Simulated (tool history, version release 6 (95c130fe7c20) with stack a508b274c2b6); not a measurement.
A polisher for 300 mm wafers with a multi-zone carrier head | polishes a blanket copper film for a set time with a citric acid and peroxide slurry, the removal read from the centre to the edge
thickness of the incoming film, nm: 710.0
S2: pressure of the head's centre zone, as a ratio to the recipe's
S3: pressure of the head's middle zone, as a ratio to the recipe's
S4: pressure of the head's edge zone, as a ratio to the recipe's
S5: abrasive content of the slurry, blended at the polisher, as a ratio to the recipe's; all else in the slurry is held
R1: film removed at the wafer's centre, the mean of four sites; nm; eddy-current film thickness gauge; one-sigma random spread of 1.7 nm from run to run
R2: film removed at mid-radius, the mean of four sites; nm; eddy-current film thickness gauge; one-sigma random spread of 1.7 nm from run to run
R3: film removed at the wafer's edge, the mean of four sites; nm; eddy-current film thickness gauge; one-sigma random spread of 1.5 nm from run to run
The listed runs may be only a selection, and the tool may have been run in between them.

run 1 hour=0 | flow_of_slurry_(ml/min)=245 S2=1 S3=1 S4=1 S5=1 polishing_time_(s)=47 | R1=116.64 R2=114.59 R3=116.2
run 2 hour=7.1 | flow_of_slurry_(ml/min)=245 S2=0.97 S3=1 S4=1 S5=1 polishing_time_(s)=47 | R1=114.48 R2=110.12 R3=113.35
run 3 hour=15.6 | flow_of_slurry_(ml/min)=245 S2=0.97 S3=0.97 S4=1 S5=1 polishing_time_(s)=47 | R1=108.72 R2=111.86 R3=112.91
run 4 hour=19.3 | flow_of_slurry_(ml/min)=245 S2=0.97 S3=0.97 S4=0.95 S5=1 polishing_time_(s)=47 | R1=113.76 R2=110.78 R3=110.98
run 5 hour=26.4 | flow_of_slurry_(ml/min)=275 S2=0.97 S3=0.97 S4=0.95 S5=1 polishing_time_(s)=47 | R1=113.46 R2=110.59 R3=112.46
run 6 hour=34.4 | flow_of_slurry_(ml/min)=280 S2=0.98 S3=0.97 S4=0.97 S5=1.05 polishing_time_(s)=47 | R1=117.36 R2=117.14 R3=116.24
run 7 hour=35.8 | flow_of_slurry_(ml/min)=270 S2=0.99 S3=0.87 S4=1.07 S5=1.25 polishing_time_(s)=50 | R1=127.32 R2=112.62 R3=130.5

What will run 8 give?
run 8 hour=43.2 | flow_of_slurry_(ml/min)=270 S2=0.99 S3=0.87 S4=1.07 S5=1.25 polishing_time_(s)=50 | R1=? R2=? R3=?

R1: 130.08 nm
R2: 116.75 nm
R3: 131.39 nm
